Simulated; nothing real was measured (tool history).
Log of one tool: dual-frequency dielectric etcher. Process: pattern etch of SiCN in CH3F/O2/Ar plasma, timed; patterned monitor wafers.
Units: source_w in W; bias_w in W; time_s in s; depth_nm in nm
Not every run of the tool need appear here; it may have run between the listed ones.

run	hour	source_w	bias_w	time_s	depth_nm
1	0.0	500	63	71	27.774
2	8.0	500	58	71	27.152
3	16.4	560	58	71	28.216
4	24.1	520	58	71	27.617
5	27.4	520	54	71	26.762
6	35.1	460	54	71	25.457
7	40.6	460	54	71	25.405

Run 8, settings as shown, results not yet in. Your forecast:
8	48.9	360	41	71	?

{"run 8": {"depth_nm": 20.727}}
